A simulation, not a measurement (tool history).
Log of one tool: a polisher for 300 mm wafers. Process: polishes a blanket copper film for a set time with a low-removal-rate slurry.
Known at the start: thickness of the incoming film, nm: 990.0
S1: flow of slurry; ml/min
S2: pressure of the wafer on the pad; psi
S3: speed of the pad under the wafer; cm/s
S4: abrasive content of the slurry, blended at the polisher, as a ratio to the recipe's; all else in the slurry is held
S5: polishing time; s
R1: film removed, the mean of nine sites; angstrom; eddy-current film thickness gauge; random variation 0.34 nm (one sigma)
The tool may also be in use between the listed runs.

run 1 hour=0.0 | S1=175 S2=1.7 S3=84 S4=1.0 S5=37 | R1=493.47
run 2 hour=3.6 | S1=195 S2=1.7 S3=84 S4=1.0 S5=37 | R1=491.71
run 3 hour=7.4 | S1=195 S2=1.5 S3=84 S4=1.0 S5=37 | R1=440.40
run 4 hour=11.7 | S1=195 S2=1.5 S3=84 S4=1.0 S5=37 | R1=437.10
run 5 hour=14.2 | S1=195 S2=1.4 S3=84 S4=1.0 S5=37 | R1=412.08
run 6 hour=16.0 | S1=195 S2=1.4 S3=106 S4=1.0 S5=37 | R1=509.89

Forecast run 7:
-- hour=19.0 slurry nozzle cleaned
run 7 hour=19.0 | S1=195 S2=1.3 S3=102 S4=1.0 S5=37 | R1=?

R1: 472.61 angstrom

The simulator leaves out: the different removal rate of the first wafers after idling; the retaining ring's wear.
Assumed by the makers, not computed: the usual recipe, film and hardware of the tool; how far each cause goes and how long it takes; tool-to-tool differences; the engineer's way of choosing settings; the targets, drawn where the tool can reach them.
